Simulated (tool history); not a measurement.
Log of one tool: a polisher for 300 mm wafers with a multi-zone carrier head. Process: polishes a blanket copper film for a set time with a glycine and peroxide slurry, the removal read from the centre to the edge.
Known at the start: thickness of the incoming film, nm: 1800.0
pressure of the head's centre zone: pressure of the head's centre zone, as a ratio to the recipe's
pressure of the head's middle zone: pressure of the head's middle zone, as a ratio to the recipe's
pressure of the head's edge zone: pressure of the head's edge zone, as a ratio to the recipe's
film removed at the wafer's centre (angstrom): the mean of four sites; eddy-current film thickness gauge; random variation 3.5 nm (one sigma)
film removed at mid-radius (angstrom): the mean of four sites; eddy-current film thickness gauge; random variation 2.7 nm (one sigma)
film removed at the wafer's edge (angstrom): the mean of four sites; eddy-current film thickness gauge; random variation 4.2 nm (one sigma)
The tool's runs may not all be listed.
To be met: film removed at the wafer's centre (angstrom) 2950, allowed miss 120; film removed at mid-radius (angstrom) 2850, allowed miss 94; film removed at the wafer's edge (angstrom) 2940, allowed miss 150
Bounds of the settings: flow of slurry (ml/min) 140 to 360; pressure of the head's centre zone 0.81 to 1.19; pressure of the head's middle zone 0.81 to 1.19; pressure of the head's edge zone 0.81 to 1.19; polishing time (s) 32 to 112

run,day,flow of slurry (ml/min),pressure of the head's centre zone,pressure of the head's middle zone,pressure of the head's edge zone,polishing time (s),film removed at the wafer's centre (angstrom),film removed at mid-radius (angstrom),film removed at the wafer's edge (angstrom)
1,0,230,1,1,1,72,4151.2,4099.8,4096.7
2,0.25,230,1,1,1.04,72,4265.2,4141.4,4067.7
3,0.329,230,0.92,1,1.04,72,3964.6,4130.8,4083.8
4,0.621,230,0.92,0.97,1.04,72,3999,4027,4241.1
5,0.754,230,0.92,1.03,1.04,72,3994.1,4285.5,4075
6,1.079,230,0.92,1.03,0.97,72,3926.2,4294,4009.2
7,1.242,230,0.93,1.02,0.97,67,3739.7,3954.6,3789.5
8,1.408,225,0.94,1.01,0.97,63,3532.7,3665.3,3482.6
9,1.65,220,0.94,0.99,0.97,61,3396,3460.5,3348.6
10,1.704,210,0.94,0.97,0.96,60,3359.7,3360.7,3256.3
11,1.979,205,0.93,0.95,0.96,59,3229,3134.9,3274.7
12,2.292,200,0.93,0.95,0.95,58,3097.9,3162.6,3160.8
13,2.667,195,0.94,0.94,0.94,57,3105,2998.7,3065.7
14,2.708,190,0.94,0.94,0.94,57,3094.7,3068.3,3129.1

Which of these 5 next moves meets every target?
A,2.75,145,0.84,0.88,0.96,63,?,?,?
B,2.75,175,0.83,1.03,0.89,59,?,?,?
C,2.75,240,1.03,0.89,0.9,53,?,?,?
D,2.75,185,0.95,0.94,0.96,54,?,?,?
E,2.75,140,0.81,0.81,0.95,66,?,?,?

move,film removed at the wafer's centre (angstrom),film removed at mid-radius (angstrom),film removed at the wafer's edge (angstrom)
A,2981.5,2989.3,3255.1
B,2905.2,3326.9,3024.5
C,3169.5,2778.8,2840.1
D,2928.5,2847.1,2892.4
E,3022.6,2900.7,3375.5
A: nearer than the last run, and not there yet
B: further off than the last run
C: brings the result that was furthest off to its target, and leaves another outside
D: meets every target
E: brings the result that was furthest off to its target, and leaves another outside
Answer: D

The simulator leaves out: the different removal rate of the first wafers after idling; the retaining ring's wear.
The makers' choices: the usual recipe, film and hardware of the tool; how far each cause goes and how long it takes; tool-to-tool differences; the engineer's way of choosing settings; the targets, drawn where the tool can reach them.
